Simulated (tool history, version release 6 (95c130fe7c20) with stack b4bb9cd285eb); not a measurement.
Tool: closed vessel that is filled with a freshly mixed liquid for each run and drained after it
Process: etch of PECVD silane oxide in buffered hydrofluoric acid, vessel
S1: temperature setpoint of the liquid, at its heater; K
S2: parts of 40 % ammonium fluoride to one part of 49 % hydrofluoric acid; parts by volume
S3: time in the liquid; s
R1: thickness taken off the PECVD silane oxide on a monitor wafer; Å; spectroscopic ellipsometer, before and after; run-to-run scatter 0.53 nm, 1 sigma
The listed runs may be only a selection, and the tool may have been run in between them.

run	hour	S1	S2	S3	R1
1	0	294.15	20	90	737.62
2	4.5	294.15	24.5	90	647.4
3	6.9	295.65	24	90	712.8
4	10.5	296.65	23.5	90	760.09
5	16.2	297.65	23	90	815.2
6	23.7	297.65	23	90	816.37
7	28.2	298.65	23	90	853.98
8	30.4	298.65	23	90	861.82
9	32.3	299.15	23	90	879.66
10	38.5	299.65	22.5	90	915.35

Forecast run 11:
11	43.4	300.15	22.5	90	?

Run 11 measured R1 940.55 Å.

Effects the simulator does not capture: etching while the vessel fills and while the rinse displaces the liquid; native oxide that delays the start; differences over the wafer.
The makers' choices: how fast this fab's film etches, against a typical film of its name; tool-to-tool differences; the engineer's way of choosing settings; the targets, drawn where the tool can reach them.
